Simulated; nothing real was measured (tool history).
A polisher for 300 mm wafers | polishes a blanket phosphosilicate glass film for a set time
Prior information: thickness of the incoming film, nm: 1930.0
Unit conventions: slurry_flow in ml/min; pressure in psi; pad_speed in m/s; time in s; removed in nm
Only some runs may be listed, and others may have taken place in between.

| run | hour | slurry_flow | pressure | pad_speed | slurry_solids | time | removed |
|---|---|---|---|---|---|---|---|
| 1 | 0.0 | 190 | 2.9 | 1.02 | 1.0 | 56 | 414.54 |
| 2 | 5.5 | 190 | 2.8 | 1.02 | 1.0 | 56 | 394.13 |
| 3 | 9.2 | 190 | 2.8 | 1.02 | 1.2 | 56 | 422.05 |
| 4 | 10.9 | 190 | 2.7 | 1.02 | 1.2 | 56 | 407.65 |
| 5 | 19.6 | 190 | 2.7 | 1.02 | 1.2 | 56 | 407.23 |
| 6 | 27.4 | 190 | 2.6 | 1.02 | 1.2 | 56 | 388.44 |

What will run 7 give?
| 7 | 32.7 | 190 | 2.6 | 1.02 | 1.2 | 56 | ? |

{"run 7": {"removed": 394.18}}
